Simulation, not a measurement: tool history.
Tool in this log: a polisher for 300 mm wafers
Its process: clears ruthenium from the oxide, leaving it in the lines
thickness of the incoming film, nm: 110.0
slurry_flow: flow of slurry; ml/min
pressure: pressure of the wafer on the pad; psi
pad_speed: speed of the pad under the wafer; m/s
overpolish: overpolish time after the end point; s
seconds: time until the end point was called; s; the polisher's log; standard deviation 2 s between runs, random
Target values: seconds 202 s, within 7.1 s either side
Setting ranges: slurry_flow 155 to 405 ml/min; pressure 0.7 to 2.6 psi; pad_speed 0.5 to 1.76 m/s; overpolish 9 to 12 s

run	hour	slurry_flow	pressure	pad_speed	overpolish	seconds
1	0	260	1.6	1.12	12	142.23
2	3.9	260	1.6	1.26	12	127.3
3	10	310	1.6	1.26	12	124.39
4	11.4	285	1.6	1.26	12	128.04
5	15.5	245	1.6	1.26	12	127.74
6	20.4	185	1.6	1.26	12	133.83
# hour 28.4: worn pad replaced by a new one
7	28.4	185	1.4	1.26	12	141.62
8	35.6	180	0.9	1.14	12	239.12
9	44.2	180	1	1.14	12	213.15

Below are 5 possible settings for the next run. Only one of them brings all results inside the allowed miss of their targets. Which is it?
A	52.8	185	1.2	0.96	12	?
B	52.8	360	0.9	1.26	12	?
C	52.8	155	1.1	1.24	9	?
D	52.8	170	1.1	1.22	12	?
E	52.8	185	1	1.36	9	?

move	seconds
A	215.16
B	201.29
C	188.67
D	188.21
E	182.69
A: moves away from the targets compared with the last run
B: all results land within tolerance of their targets
C: takes the biggest miss from the last run beyond its target
D: takes the biggest miss from the last run beyond its target
E: takes the biggest miss from the last run beyond its target
The move that meets every target is B.

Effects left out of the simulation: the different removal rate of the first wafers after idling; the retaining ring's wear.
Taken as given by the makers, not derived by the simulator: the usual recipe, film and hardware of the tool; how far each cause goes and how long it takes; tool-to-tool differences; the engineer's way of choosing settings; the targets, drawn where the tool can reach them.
